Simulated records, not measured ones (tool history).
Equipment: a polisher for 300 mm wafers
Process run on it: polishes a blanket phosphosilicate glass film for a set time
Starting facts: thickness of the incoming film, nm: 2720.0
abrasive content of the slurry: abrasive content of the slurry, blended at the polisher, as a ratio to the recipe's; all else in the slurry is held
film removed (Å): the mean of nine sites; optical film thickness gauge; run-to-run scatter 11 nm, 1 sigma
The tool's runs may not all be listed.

run	hour	flow of slurry (ml/min)	pressure of the wafer on the pad (kPa)	speed of the pad under the wafer (cm/s)	abrasive content of the slurry	polishing time (s)	film removed (Å)
1	0	305	25.5	100	1	115	9480.6
2	6.5	305	27.6	102	1	115	10211
3	12.6	305	27.6	102	1.2	115	10916
4	15.9	305	27.6	102	1.2	121	11564
5	20.7	305	29.6	102	1.2	121	12245
6	27.5	305	31	104	1.2	121	12725
7	34.2	305	32.4	106	1.2	121	13423

Run 8, settings as shown, results not yet in. Your forecast:
8	41	305	33.8	108	1.2	121	?

{"run 8": {"film removed (Å)": 14072}}
